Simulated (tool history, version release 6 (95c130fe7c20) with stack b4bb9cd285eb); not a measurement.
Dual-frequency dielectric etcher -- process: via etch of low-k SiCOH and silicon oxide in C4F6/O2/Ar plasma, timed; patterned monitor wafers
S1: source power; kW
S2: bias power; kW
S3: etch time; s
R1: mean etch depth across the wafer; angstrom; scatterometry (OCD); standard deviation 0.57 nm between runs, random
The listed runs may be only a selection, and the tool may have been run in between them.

run  hour    S1     S2  S3      R1
  1     0  0.43   0.18  50  1397.8
  2   6.6  0.45  0.181  50  1424.6
  3    15  0.46  0.182  50  1454.7
  4  16.4  0.47  0.182  50  1455.6
  5  23.9  0.47  0.168  50    1426
  6  28.6  0.48  0.169  50    1434
  7  35.5  0.49   0.17  50  1446.5

For run 8, what comes out?
  8  40.5  0.5  0.171  50   ?

{"run 8": {"R1": 1470.7}}
